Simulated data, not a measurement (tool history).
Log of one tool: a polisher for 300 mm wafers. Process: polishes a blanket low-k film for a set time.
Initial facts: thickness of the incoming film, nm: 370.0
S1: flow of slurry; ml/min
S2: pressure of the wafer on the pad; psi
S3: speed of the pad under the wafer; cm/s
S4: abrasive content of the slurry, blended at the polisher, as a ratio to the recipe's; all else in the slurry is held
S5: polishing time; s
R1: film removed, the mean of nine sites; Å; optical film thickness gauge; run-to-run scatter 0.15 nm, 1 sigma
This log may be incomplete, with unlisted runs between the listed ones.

Run 1, hour 0: S1 295 ml/min, S2 1.5 psi, S3 106 cm/s, S4 1, S5 24 s. Result: R1 89.506 Å.
Run 2, hour 6.1: S1 300 ml/min, S2 1.7 psi, S3 114 cm/s, S4 1, S5 24 s. Result: R1 108.18 Å.
Run 3, hour 15: S1 300 ml/min, S2 1.9 psi, S3 120 cm/s, S4 1, S5 24 s. Result: R1 125.85 Å.
Run 4, hour 19.7: S1 270 ml/min, S2 1.9 psi, S3 120 cm/s, S4 1, S5 24 s. Result: R1 124.22 Å.
Run 5, hour 28.1: S1 270 ml/min, S2 1.9 psi, S3 120 cm/s, S4 1, S5 22 s. Result: R1 113.95 Å.
Run 6, hour 35.1: S1 305 ml/min, S2 2 psi, S3 128 cm/s, S4 1, S5 22 s. Result: R1 126.45 Å.
Run 7, hour 36.7: S1 305 ml/min, S2 2.1 psi, S3 138 cm/s, S4 1, S5 22 s. Result: R1 142.33 Å.

Estimate the outcome of run 8 from the log above:
Run 8, hour 40.2: S1 305 ml/min, S2 2.2 psi, S3 146 cm/s, S4 1, S5 22 s. Result: R1 ?.

{"run 8": {"R1": 155.45}}

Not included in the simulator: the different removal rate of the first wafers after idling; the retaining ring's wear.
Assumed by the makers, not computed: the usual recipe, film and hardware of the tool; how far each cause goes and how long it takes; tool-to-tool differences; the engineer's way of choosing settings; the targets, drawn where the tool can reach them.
